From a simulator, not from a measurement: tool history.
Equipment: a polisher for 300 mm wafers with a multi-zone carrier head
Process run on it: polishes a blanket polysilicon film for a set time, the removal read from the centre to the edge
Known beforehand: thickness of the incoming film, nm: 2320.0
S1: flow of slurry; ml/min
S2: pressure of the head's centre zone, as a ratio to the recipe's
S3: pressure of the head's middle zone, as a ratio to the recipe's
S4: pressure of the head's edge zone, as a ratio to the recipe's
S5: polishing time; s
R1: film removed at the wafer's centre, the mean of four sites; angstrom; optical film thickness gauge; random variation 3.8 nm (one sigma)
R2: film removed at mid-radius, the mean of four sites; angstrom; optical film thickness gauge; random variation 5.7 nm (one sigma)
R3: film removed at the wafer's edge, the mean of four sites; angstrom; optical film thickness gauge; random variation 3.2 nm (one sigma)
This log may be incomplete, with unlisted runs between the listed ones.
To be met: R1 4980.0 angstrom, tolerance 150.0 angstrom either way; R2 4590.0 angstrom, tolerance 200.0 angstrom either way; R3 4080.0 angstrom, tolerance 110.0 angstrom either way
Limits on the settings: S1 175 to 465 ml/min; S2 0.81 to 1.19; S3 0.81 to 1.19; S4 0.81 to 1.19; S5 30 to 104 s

run    day   S1    S2    S3    S4  S5      R1      R2      R3
  1  0.000  295  1.00  1.00  1.00  67  5654.5  5767.4  5773.0
  2  0.329  295  1.05  1.00  1.00  67  5824.4  5779.9  5725.3
  3  0.538  295  1.05  1.00  0.93  67  5893.2  5754.1  5534.3
  4  0.838  295  1.07  1.00  0.90  63  5685.9  5438.1  5173.8
  5  1.008  295  1.08  1.01  0.88  60  5412.6  5162.9  4916.6
  6  1.233  295  1.08  1.01  0.83  60  5453.3  5224.0  4676.1
  7  1.479  295  1.09  1.01  0.83  58  5323.9  5089.3  4555.7
  8  1.804  280  1.13  1.01  0.81  50  4632.7  4224.3  3903.9
  9  1.946  295  1.13  1.02  0.81  50  4766.9  4444.6  3921.4
 10  2.146  305  1.13  1.02  0.82  50  4741.3  4266.1  3864.7

Which one of the following 4 next-run settings gets every result inside its allowed miss? There is exactly one.
  A  2.346  310  1.14  1.06  0.83  52   ?   ?   ?
  B  2.346  290  1.19  0.96  0.84  48   ?   ?   ?
  C  2.346  445  1.05  1.13  0.82  50   ?   ?   ?
  D  2.346  420  1.15  1.01  0.81  46   ?   ?   ?

move      R1      R2      R3
   A  4990.6  4690.9  4148.0
   B  4777.6  4049.8  3836.4
   C  4548.2  4824.0  4045.2
   D  4564.3  4118.1  3695.4
A: meets every target
B: its largest miss is bigger than the last run's
C: corrects the largest miss of the last run, while another result sits out of spec
D: its largest miss is bigger than the last run's
The right move is A.
